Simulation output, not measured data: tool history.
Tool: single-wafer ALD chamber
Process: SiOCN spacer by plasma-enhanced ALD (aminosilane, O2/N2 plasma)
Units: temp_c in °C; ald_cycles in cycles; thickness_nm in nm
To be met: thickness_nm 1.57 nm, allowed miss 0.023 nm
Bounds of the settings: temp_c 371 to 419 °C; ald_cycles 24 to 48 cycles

Run 1, hour 0: temp_c 395 °C, ald_cycles 36 cycles. Result: thickness_nm 2.0895 nm.
Run 2, hour 8.6: temp_c 395 °C, ald_cycles 34 cycles. Result: thickness_nm 1.9843 nm.
Run 3, hour 17.5: temp_c 395 °C, ald_cycles 33 cycles. Result: thickness_nm 1.9132 nm.
Run 4, hour 24.6: temp_c 395 °C, ald_cycles 32 cycles. Result: thickness_nm 1.8575 nm.
Run 5, hour 29: temp_c 385 °C, ald_cycles 32 cycles. Result: thickness_nm 1.8607 nm.
Run 6, hour 32.3: temp_c 385 °C, ald_cycles 31 cycles. Result: thickness_nm 1.8057 nm.
Run 7, hour 37.4: temp_c 385 °C, ald_cycles 30 cycles. Result: thickness_nm 1.7457 nm.
Run 8, hour 39.4: temp_c 385 °C, ald_cycles 29 cycles. Result: thickness_nm 1.6891 nm.
Run 9, hour 47.3: temp_c 385 °C, ald_cycles 26 cycles. Result: thickness_nm 1.5185 nm.

Which of these 5 next moves meets every target?
Run A, hour 55.2: temp_c 385 °C, ald_cycles 25 cycles. Result: thickness_nm ?.
Run B, hour 55.2: temp_c 391 °C, ald_cycles 25 cycles. Result: thickness_nm ?.
Run C, hour 55.2: temp_c 381 °C, ald_cycles 25 cycles. Result: thickness_nm ?.
Run D, hour 55.2: temp_c 372 °C, ald_cycles 27 cycles. Result: thickness_nm ?.
Run E, hour 55.2: temp_c 387 °C, ald_cycles 25 cycles. Result: thickness_nm ?.

move  thickness_nm
   A        1.4589
   B        1.4589
   C        1.4589
   D        1.5756
   E        1.4589
A: further off than the last run
B: further off than the last run
C: further off than the last run
D: meets every target
E: further off than the last run
Move D is the one to make.

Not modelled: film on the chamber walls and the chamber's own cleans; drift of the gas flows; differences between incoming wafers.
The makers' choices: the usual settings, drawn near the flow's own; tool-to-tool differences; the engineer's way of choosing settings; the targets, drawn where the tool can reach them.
